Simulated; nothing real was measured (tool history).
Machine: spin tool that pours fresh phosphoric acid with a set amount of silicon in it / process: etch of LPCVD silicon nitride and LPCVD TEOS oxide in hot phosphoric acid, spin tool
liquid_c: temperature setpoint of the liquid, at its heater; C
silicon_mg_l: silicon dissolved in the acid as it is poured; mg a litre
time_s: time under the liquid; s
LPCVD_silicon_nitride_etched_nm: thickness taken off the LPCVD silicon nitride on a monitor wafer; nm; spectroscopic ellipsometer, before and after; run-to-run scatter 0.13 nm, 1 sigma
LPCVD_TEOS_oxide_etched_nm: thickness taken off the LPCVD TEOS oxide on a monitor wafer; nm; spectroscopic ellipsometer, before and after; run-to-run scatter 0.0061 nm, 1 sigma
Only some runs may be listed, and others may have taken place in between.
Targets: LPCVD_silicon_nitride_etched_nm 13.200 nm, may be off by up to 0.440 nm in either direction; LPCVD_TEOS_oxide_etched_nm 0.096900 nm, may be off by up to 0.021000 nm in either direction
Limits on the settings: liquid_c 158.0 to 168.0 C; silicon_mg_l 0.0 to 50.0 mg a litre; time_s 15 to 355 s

run  hour  liquid_c  silicon_mg_l  time_s  LPCVD_silicon_nitride_etched_nm  LPCVD_TEOS_oxide_etched_nm
  1   0.0     163.0          24.0     180                           18.462                    0.375750
  2   3.2     162.5          27.5     175                           17.926                    0.314470
  3   5.5     162.5          27.5     115                           11.686                    0.189030
  4  12.5     162.5          27.5     175                           17.780                    0.286340
  5  20.5     162.5          14.5     175                           17.896                    0.469990
  6  24.5     162.5          21.5     175                           17.876                    0.348220
  7  29.2     162.0          24.5     170                           17.299                    0.311310
  8  35.9     162.0          28.0     165                           16.586                    0.266720
  9  42.7     162.0          31.0     160                           16.283                    0.224430
 10  46.6     159.5          46.0     130                           11.716                    0.068050
 11  53.3     160.0          46.0     130                           12.307                    0.072349

Exactly one of the 4 candidate moves below puts every result within its allowed miss. Which one?
  A  60.0     159.5          41.5     135                                ?                           ?
  B  60.0     159.0          41.5     145                                ?                           ?
  C  60.0     161.0          45.0     120                                ?                           ?
  D  60.0     158.5          46.5     140                                ?                           ?

move  LPCVD_silicon_nitride_etched_nm  LPCVD_TEOS_oxide_etched_nm
   A                           12.254                    0.091208
   B                           12.942                    0.094389
   C                           11.455                    0.070126
   D                           12.286                    0.067964
A: the biggest miss grows against the last run
B: every result lands within tolerance
C: the biggest miss grows against the last run
D: just as far off the targets as the last run
Go with B: it meets all targets.
